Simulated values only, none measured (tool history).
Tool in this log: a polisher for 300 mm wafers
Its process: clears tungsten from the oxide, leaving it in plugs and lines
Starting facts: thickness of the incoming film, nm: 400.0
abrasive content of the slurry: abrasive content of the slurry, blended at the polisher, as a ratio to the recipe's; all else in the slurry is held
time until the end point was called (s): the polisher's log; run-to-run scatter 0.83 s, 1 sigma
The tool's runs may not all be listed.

run,hour,flow of slurry (ml/min),pressure of the wafer on the pad (psi),speed of the pad under the wafer (m/s),abrasive content of the slurry,overpolish time after the end point (s),time until the end point was called (s)
1,0,185,3.8,0.86,1,40,116.7
2,6.8,185,3.2,0.86,1,40,132.75
3,13.8,185,3.2,0.86,1,40,133.19
4,18.5,145,3.2,0.86,1,40,140.65
# hour 26: slurry nozzle cleaned
5,26,145,3.2,0.7,1,40,159.19
6,34.3,180,3.2,0.7,1,40,156.25
7,40.8,185,3.6,0.7,1,40,140.52
8,41.3,190,3.9,0.7,1,40,131.91

Run 9 is up next; what results do you expect?
9,45,195,4.2,0.7,1,40,?

Run 9 measured time until the end point was called (s) 123.57.

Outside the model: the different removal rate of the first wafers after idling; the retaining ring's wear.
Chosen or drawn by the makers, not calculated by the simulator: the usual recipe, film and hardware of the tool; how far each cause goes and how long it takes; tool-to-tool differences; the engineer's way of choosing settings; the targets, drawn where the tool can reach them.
